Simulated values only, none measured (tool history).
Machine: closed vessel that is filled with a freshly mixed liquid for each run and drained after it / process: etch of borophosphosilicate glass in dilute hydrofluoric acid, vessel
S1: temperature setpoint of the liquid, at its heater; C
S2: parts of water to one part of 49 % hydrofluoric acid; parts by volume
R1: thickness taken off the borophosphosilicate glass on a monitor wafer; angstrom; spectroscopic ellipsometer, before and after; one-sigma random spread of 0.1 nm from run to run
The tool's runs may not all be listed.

Run 1, hour 0: S1 22 C, S2 295 parts by volume, time in the liquid (s) 90. Result: R1 105.74 angstrom.
Run 2, hour 8.1: S1 24 C, S2 280 parts by volume, time in the liquid (s) 90. Result: R1 122.56 angstrom.
Run 3, hour 10.2: S1 24 C, S2 340 parts by volume, time in the liquid (s) 90. Result: R1 95.513 angstrom.
Run 4, hour 16.2: S1 24 C, S2 400 parts by volume, time in the liquid (s) 90. Result: R1 77.24 angstrom.
Run 5, hour 17.2: S1 25.5 C, S2 360 parts by volume, time in the liquid (s) 90. Result: R1 92.126 angstrom.
At hour 18.1: thermometer replaced.
Run 6, hour 18.1: S1 25.5 C, S2 420 parts by volume, time in the liquid (s) 90. Result: R1 79.163 angstrom.
Run 7, hour 19.1: S1 29.5 C, S2 300 parts by volume, time in the liquid (s) 90. Result: R1 140.25 angstrom.
Run 8, hour 21.6: S1 29.5 C, S2 285 parts by volume, time in the liquid (s) 90. Result: R1 151.19 angstrom.

What does the tool deliver on the next run?
Run 9, hour 30.4: S1 29.5 C, S2 275 parts by volume, time in the liquid (s) 90. Result: R1 ?.

R1: 158.81 angstrom

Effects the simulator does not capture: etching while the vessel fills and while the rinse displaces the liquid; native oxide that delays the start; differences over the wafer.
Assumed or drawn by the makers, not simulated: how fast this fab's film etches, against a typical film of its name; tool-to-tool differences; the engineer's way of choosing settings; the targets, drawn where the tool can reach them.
